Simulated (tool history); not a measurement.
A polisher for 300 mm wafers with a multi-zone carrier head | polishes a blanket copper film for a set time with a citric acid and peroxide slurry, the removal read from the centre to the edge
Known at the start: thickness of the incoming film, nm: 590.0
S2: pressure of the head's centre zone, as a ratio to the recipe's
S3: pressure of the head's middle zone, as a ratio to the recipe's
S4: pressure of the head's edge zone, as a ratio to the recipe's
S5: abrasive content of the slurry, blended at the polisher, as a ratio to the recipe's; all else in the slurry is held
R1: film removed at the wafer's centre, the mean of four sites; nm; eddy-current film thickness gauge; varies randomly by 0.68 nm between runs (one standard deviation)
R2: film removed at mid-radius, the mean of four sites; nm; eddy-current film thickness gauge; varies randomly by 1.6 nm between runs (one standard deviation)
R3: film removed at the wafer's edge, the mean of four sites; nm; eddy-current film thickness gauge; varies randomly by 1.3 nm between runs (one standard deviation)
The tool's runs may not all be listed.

{"run": 1, "hour": 0.0, "flow of slurry (ml/min)": 205, "S2": 1.0, "S3": 1.0, "S4": 1.0, "S5": 1.0, "polishing time (s)": 54, "R1": 175.79, "R2": 182.43, "R3": 179.96}
{"run": 2, "hour": 2.1, "flow of slurry (ml/min)": 225, "S2": 1.0, "S3": 1.0, "S4": 1.0, "S5": 1.0, "polishing time (s)": 54, "R1": 178.87, "R2": 180.93, "R3": 185.38}
{"run": 3, "hour": 6.4, "flow of slurry (ml/min)": 210, "S2": 0.98, "S3": 0.98, "S4": 0.97, "S5": 0.9, "polishing time (s)": 51, "R1": 159.64, "R2": 165.18, "R3": 169.34}
{"run": 4, "hour": 12.7, "flow of slurry (ml/min)": 245, "S2": 0.98, "S3": 0.98, "S4": 0.97, "S5": 0.9, "polishing time (s)": 51, "R1": 164.44, "R2": 164.65, "R3": 171.23}
{"run": 5, "hour": 18.8, "flow of slurry (ml/min)": 245, "S2": 0.98, "S3": 1.02, "S4": 0.97, "S5": 0.9, "polishing time (s)": 51, "R1": 163.18, "R2": 169.99, "R3": 170.13}
{"run": 6, "hour": 26.4, "flow of slurry (ml/min)": 245, "S2": 0.97, "S3": 1.02, "S4": 0.95, "S5": 0.85, "polishing time (s)": 48, "R1": 149.95, "R2": 159.33, "R3": 158.81}
{"run": 7, "hour": 30.3, "flow of slurry (ml/min)": 245, "S2": 0.97, "S3": 1.02, "S4": 0.95, "S5": 0.85, "polishing time (s)": 48, "R1": 149.58, "R2": 159.82, "R3": 157.53}
{"run": 8, "hour": 33.8, "flow of slurry (ml/min)": 245, "S2": 0.97, "S3": 1.02, "S4": 0.93, "S5": 0.8, "polishing time (s)": 45, "R1": 139.57, "R2": 148.95, "R3": 141.12}

What will run 9 give?
{"run": 9, "hour": 36.6, "flow of slurry (ml/min)": 240, "S2": 0.95, "S3": 1.0, "S4": 0.91, "S5": 0.75, "polishing time (s)": 44, "R1": "?", "R2": "?", "R3": "?"}

{"run 9": {"R1": 131.38, "R2": 141.47, "R3": 135.03}}

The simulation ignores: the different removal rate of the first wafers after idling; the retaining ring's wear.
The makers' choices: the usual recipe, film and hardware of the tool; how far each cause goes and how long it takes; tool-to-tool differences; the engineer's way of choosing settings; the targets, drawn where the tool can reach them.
